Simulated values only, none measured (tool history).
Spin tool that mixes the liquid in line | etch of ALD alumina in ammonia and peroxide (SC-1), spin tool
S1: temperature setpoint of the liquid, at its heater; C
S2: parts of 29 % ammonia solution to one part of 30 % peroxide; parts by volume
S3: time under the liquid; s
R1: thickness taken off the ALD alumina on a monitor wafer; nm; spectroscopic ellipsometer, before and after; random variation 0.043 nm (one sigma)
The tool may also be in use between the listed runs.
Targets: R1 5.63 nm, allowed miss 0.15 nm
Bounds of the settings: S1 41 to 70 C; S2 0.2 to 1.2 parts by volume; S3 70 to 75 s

run 1 day=0 | S1=57 S2=0.7 S3=70 | R1=9.4944
run 2 day=0.188 | S1=59.5 S2=0.7 S3=70 | R1=10.938
run 3 day=0.3 | S1=55.5 S2=0.7 S3=70 | R1=8.8009
run 4 day=0.367 | S1=53 S2=0.7 S3=70 | R1=7.6061
run 5 day=0.633 | S1=57.5 S2=0.7 S3=70 | R1=9.782
run 6 day=0.962 | S1=54.5 S2=0.7 S3=70 | R1=8.4092
run 7 day=1.292 | S1=52 S2=0.7 S3=70 | R1=7.3201
run 8 day=1.654 | S1=50.5 S2=0.7 S3=70 | R1=6.7616
run 9 day=1.983 | S1=49.5 S2=0.7 S3=70 | R1=6.3226
run 10 day=2.167 | S1=49 S2=0.7 S3=70 | R1=6.1345
run 11 day=2.512 | S1=48.5 S2=0.7 S3=70 | R1=6.0243
run 12 day=2.742 | S1=48.5 S2=0.7 S3=70 | R1=5.9738
run 13 day=2.975 | S1=48 S2=0.7 S3=70 | R1=5.8545

5 next moves are on the table. One of them brings every result within its allowed miss. Which?
run A day=3.208 | S1=47 S2=0.9 S3=70 | R1=?
run B day=3.208 | S1=48.5 S2=0.7 S3=70 | R1=?
run C day=3.208 | S1=47 S2=0.75 S3=75 | R1=?
run D day=3.208 | S1=47.5 S2=0.65 S3=75 | R1=?
run E day=3.208 | S1=48.5 S2=0.5 S3=75 | R1=?

move=A R1=5.6514
move=B R1=6
move=C R1=5.9508
move=D R1=6.0372
move=E R1=6.2261
A: meets every target
B: further off than the last run
C: further off than the last run
D: further off than the last run
E: further off than the last run
Answer: A
